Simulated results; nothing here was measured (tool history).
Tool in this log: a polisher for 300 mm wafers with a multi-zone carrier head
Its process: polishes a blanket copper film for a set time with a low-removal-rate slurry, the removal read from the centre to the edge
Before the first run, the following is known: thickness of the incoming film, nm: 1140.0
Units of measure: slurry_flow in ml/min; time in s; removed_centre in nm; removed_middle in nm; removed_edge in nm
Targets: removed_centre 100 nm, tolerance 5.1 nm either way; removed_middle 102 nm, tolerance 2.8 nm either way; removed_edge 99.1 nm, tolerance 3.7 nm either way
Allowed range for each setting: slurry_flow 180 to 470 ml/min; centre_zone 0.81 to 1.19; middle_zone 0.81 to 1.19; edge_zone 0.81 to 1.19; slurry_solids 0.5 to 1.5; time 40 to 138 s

run    day  slurry_flow  centre_zone  middle_zone  edge_zone  slurry_solids  time  removed_centre  removed_middle  removed_edge
  1      0          300            1            1          1              1    88          210.94          214.33        211.65
  2  0.129          300            1            1          1           0.85    88          200.88          202.46         207.8
  3  0.154          300            1            1       0.97           0.85    88          209.41          202.11        201.33
  4  0.196          300            1            1       0.97           0.85    66          156.22          151.72        154.69
  5  0.442          300            1            1       0.91           0.85    66          157.06          151.43        148.28
  6  0.783          300         1.06            1       0.91           0.85    66          161.11          151.87        145.59
  7  1.096          295         1.03         1.01        0.9            0.8    61          141.93          137.81         133.4
  8  1.304          310         0.96         1.03       0.82           0.55    43          82.378          85.447        77.623
  9  1.583          310         0.97         1.04       0.86           0.55    43          83.399          85.959        79.351

Pick the move, out of 5, that brings all results within their allowed miss; only one does.
  A  1.862          320         1.04         0.96        0.9           0.55    50               ?               ?             ?
  B  1.862          230         0.95         0.99       0.87           0.55    54               ?               ?             ?
  C  1.862          355         0.99         1.04       0.85            0.8    41               ?               ?             ?
  D  1.862          360         1.13         1.17        0.9            0.5    47               ?               ?             ?
  E  1.862          335         0.95         0.81       1.08           0.55    53               ?               ?             ?

move  removed_centre  removed_middle  removed_edge
   A          104.94          96.688        97.592
   B          101.94          102.38        100.63
   C          96.334          96.674        89.891
   D           101.7          100.75        88.622
   E          105.01          92.482        113.46
A: better than the last run, though not everything is in spec
B: in spec on every target
C: better than the last run, though not everything is in spec
D: meets the target for the result that was furthest off, but another lies outside its allowed miss
E: better than the last run, though not everything is in spec
The move that meets every target is B.
